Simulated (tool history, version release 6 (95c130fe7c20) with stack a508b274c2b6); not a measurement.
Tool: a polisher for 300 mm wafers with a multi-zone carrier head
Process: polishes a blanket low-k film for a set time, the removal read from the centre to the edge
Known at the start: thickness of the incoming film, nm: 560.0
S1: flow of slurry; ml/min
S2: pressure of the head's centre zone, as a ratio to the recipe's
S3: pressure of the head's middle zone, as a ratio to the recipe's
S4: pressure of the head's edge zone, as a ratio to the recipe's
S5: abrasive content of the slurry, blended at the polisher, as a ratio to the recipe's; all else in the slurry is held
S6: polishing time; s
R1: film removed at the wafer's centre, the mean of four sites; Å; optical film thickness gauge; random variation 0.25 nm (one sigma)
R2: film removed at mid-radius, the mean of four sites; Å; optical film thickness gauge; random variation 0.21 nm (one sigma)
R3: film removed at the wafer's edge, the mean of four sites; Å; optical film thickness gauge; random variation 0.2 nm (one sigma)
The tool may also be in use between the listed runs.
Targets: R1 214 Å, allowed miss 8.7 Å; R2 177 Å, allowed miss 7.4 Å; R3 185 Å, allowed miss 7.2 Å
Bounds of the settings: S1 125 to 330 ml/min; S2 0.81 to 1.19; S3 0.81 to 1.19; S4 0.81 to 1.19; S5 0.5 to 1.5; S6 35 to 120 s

run 1 hour=0 | S1=210 S2=1 S3=1 S4=1 S5=1 S6=77 | R1=289.22 R2=302.87 R3=288.08
run 2 hour=1.4 | S1=210 S2=1.02 S3=0.97 S4=0.98 S5=0.9 S6=75 | R1=275.31 R2=265.67 R3=263.15
run 3 hour=7.6 | S1=210 S2=0.97 S3=0.97 S4=0.98 S5=0.9 S6=75 | R1=265.64 R2=267.09 R3=268.47
run 4 hour=16.1 | S1=210 S2=0.97 S3=0.97 S4=1.01 S5=0.9 S6=75 | R1=265.26 R2=260.96 R3=266.21
run 5 hour=20 | S1=245 S2=0.97 S3=0.97 S4=1.01 S5=0.9 S6=75 | R1=265.69 R2=265.99 R3=271.84
run 6 hour=25.8 | S1=245 S2=0.97 S3=0.97 S4=0.94 S5=0.9 S6=75 | R1=265.7 R2=277.19 R3=263.51
run 7 hour=27.9 | S1=245 S2=0.97 S3=0.97 S4=0.94 S5=0.9 S6=75 | R1=266.18 R2=270.85 R3=261.63
run 8 hour=36.5 | S1=245 S2=0.98 S3=0.95 S4=0.93 S5=0.8 S6=73 | R1=243.32 R2=244.25 R3=232.81
run 9 hour=40.8 | S1=245 S2=0.99 S3=0.92 S4=0.93 S5=0.75 S6=73 | R1=237.87 R2=228.1 R3=229.08
run 10 hour=48.6 | S1=245 S2=1 S3=0.9 S4=0.91 S5=0.7 S6=73 | R1=231.7 R2=214.92 R3=217.57
run 11 hour=53.7 | S1=245 S2=1.01 S3=0.88 S4=0.89 S5=0.65 S6=73 | R1=223.58 R2=201.82 R3=203.8
run 12 hour=61.6 | S1=240 S2=1.01 S3=0.87 S4=0.88 S5=0.65 S6=73 | R1=221.96 R2=197.33 R3=205.96
run 13 hour=69.1 | S1=240 S2=1.02 S3=0.87 S4=0.87 S5=0.65 S6=73 | R1=220.78 R2=200.7 R3=203.38
run 14 hour=72.2 | S1=235 S2=1.03 S3=0.86 S4=0.86 S5=0.65 S6=73 | R1=224.75 R2=193.13 R3=197.19
run 15 hour=78.1 | S1=230 S2=1.03 S3=0.85 S4=0.85 S5=0.65 S6=73 | R1=224.48 R2=189.64 R3=200.31

Which of these 5 next moves meets every target?
run A hour=84 | S1=195 S2=1.05 S3=0.95 S4=0.9 S5=0.55 S6=77 | R1=? R2=? R3=?
run B hour=84 | S1=255 S2=1.06 S3=0.84 S4=0.85 S5=0.5 S6=81 | R1=? R2=? R3=?
run C hour=84 | S1=270 S2=0.96 S3=0.95 S4=0.87 S5=0.55 S6=80 | R1=? R2=? R3=?
run D hour=84 | S1=260 S2=1.19 S3=1.02 S4=0.9 S5=0.5 S6=78 | R1=? R2=? R3=?
run E hour=84 | S1=280 S2=1.04 S3=0.94 S4=0.83 S5=0.5 S6=82 | R1=? R2=? R3=?

move=A R1=210.32 R2=188.65 R3=188.37
move=B R1=214.82 R2=171.85 R3=183.84
move=C R1=208.85 R2=204.24 R3=198.69
move=D R1=233.28 R2=194.83 R3=181.54
move=E R1=215.89 R2=192.91 R3=185.33
A: brings the result that was furthest off to its target, and leaves another outside
B: meets every target
C: further off than the last run
D: brings the result that was furthest off to its target, and leaves another outside
E: brings the result that was furthest off to its target, and leaves another outside
Answer: B

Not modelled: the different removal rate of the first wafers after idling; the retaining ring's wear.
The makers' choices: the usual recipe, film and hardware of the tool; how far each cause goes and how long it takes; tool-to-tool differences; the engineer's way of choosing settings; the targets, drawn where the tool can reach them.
